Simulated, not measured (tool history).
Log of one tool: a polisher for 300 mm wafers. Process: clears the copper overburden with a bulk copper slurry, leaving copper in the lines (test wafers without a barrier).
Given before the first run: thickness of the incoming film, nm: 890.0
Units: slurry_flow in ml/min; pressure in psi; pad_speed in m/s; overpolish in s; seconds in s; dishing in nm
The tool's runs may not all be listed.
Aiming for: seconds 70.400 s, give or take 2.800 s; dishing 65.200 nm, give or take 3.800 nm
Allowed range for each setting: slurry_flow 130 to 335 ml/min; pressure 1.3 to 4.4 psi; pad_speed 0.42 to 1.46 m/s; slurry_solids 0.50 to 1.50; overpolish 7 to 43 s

Run 1, hour 0.0: slurry_flow 215 ml/min, pressure 2.8 psi, pad_speed 0.94 m/s, slurry_solids 1.00, overpolish 22 s. Result: seconds 90.098 s, dishing 59.719 nm.
Run 2, hour 3.5: slurry_flow 215 ml/min, pressure 2.8 psi, pad_speed 0.94 m/s, slurry_solids 0.90, overpolish 22 s. Result: seconds 91.771 s, dishing 60.147 nm.
Run 3, hour 7.2: slurry_flow 180 ml/min, pressure 2.8 psi, pad_speed 0.94 m/s, slurry_solids 0.90, overpolish 22 s. Result: seconds 95.192 s, dishing 61.180 nm.
Run 4, hour 11.8: slurry_flow 180 ml/min, pressure 2.8 psi, pad_speed 0.94 m/s, slurry_solids 0.90, overpolish 15 s. Result: seconds 96.194 s, dishing 54.076 nm.
Run 5, hour 15.7: slurry_flow 180 ml/min, pressure 2.8 psi, pad_speed 0.94 m/s, slurry_solids 1.00, overpolish 15 s. Result: seconds 91.647 s, dishing 53.599 nm.
Run 6, hour 23.5: slurry_flow 180 ml/min, pressure 2.9 psi, pad_speed 0.94 m/s, slurry_solids 1.00, overpolish 16 s. Result: seconds 90.165 s, dishing 57.409 nm.
Run 7, hour 32.0: slurry_flow 190 ml/min, pressure 3.0 psi, pad_speed 0.94 m/s, slurry_solids 1.00, overpolish 16 s. Result: seconds 86.538 s, dishing 56.228 nm.
Run 8, hour 40.5: slurry_flow 180 ml/min, pressure 3.7 psi, pad_speed 0.94 m/s, slurry_solids 1.00, overpolish 26 s. Result: seconds 74.512 s, dishing 64.658 nm.
Run 9, hour 45.1: slurry_flow 185 ml/min, pressure 3.7 psi, pad_speed 0.94 m/s, slurry_solids 1.00, overpolish 26 s. Result: seconds 74.160 s, dishing 68.098 nm.
Run 10, hour 52.8: slurry_flow 185 ml/min, pressure 3.7 psi, pad_speed 0.94 m/s, slurry_solids 1.00, overpolish 26 s. Result: seconds 74.934 s, dishing 65.419 nm.
Run 11, hour 61.2: slurry_flow 190 ml/min, pressure 3.7 psi, pad_speed 0.94 m/s, slurry_solids 1.00, overpolish 26 s. Result: seconds 75.198 s, dishing 65.756 nm.

4 candidate next runs follow, results not yet known. Just one meets every target within its allowed miss. Identify it.
Run A, hour 69.6: slurry_flow 145 ml/min, pressure 3.3 psi, pad_speed 1.16 m/s, slurry_solids 1.10, overpolish 30 s. Result: seconds ?, dishing ?.
Run B, hour 69.6: slurry_flow 240 ml/min, pressure 3.0 psi, pad_speed 1.10 m/s, slurry_solids 0.95, overpolish 26 s. Result: seconds ?, dishing ?.
Run C, hour 69.6: slurry_flow 205 ml/min, pressure 3.6 psi, pad_speed 0.84 m/s, slurry_solids 1.10, overpolish 22 s. Result: seconds ?, dishing ?.
Run D, hour 69.6: slurry_flow 220 ml/min, pressure 3.7 psi, pad_speed 0.98 m/s, slurry_solids 0.70, overpolish 40 s. Result: seconds ?, dishing ?.

move  seconds  dishing
   A   71.136   66.293
   B   77.038   64.344
   C   80.104   63.961
   D   79.695   67.804
A: each result inside its tolerance
B: the biggest miss grows against the last run
C: the biggest miss grows against the last run
D: the biggest miss grows against the last run
The right move is A.
